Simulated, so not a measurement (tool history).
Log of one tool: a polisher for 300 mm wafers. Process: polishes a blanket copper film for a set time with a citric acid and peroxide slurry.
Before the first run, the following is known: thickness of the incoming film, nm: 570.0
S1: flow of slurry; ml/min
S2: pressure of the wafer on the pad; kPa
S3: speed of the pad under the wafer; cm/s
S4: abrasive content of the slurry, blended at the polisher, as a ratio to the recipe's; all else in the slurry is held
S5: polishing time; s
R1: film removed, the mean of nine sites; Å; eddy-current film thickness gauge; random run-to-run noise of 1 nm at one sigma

Run 1, hour 0.0: S1 240 ml/min, S2 22.1 kPa, S3 128 cm/s, S4 1.0, S5 69 s. Result: R1 1695.30 Å.
Run 2, hour 2.7: S1 240 ml/min, S2 22.1 kPa, S3 128 cm/s, S4 1.1, S5 69 s. Result: R1 1704.30 Å.
Run 3, hour 11.6: S1 240 ml/min, S2 17.9 kPa, S3 128 cm/s, S4 1.1, S5 69 s. Result: R1 1399.90 Å.
Run 4, hour 17.0: S1 240 ml/min, S2 17.9 kPa, S3 104 cm/s, S4 1.1, S5 69 s. Result: R1 1162.10 Å.
Run 5, hour 20.0: S1 240 ml/min, S2 16.5 kPa, S3 104 cm/s, S4 1.1, S5 69 s. Result: R1 1061.70 Å.
Run 6, hour 21.0: S1 240 ml/min, S2 15.9 kPa, S3 104 cm/s, S4 1.1, S5 69 s. Result: R1 1033.10 Å.

The next listed run, before its measurement:
Run 7, hour 29.9: S1 240 ml/min, S2 15.2 kPa, S3 104 cm/s, S4 1.1, S5 69 s. Result: R1 ?.

{"run 7": {"R1": 976.13}}
